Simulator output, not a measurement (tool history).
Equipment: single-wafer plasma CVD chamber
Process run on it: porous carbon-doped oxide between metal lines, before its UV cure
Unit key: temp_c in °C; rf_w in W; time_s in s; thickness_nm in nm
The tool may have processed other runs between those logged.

Run 1, hour 0: temp_c 295 °C, rf_w 665 W, time_s 29 s. Result: thickness_nm 213.82 nm.
Run 2, hour 4.6: temp_c 295 °C, rf_w 630 W, time_s 29 s. Result: thickness_nm 205.84 nm.
Run 3, hour 11.3: temp_c 300 °C, rf_w 610 W, time_s 29 s. Result: thickness_nm 196.21 nm.
Run 4, hour 15: temp_c 304 °C, rf_w 595 W, time_s 29 s. Result: thickness_nm 188.55 nm.
Run 5, hour 23: temp_c 309 °C, rf_w 595 W, time_s 29 s. Result: thickness_nm 183.88 nm.
Run 6, hour 29.1: temp_c 309 °C, rf_w 595 W, time_s 29.9 s. Result: thickness_nm 188.25 nm.
Run 7, hour 29.9: temp_c 311 °C, rf_w 585 W, time_s 29.9 s. Result: thickness_nm 184.17 nm.

Run 8 is up next; what results do you expect?
Run 8, hour 31.1: temp_c 313 °C, rf_w 580 W, time_s 29.9 s. Result: thickness_nm ?.

thickness_nm: 181.48 nm
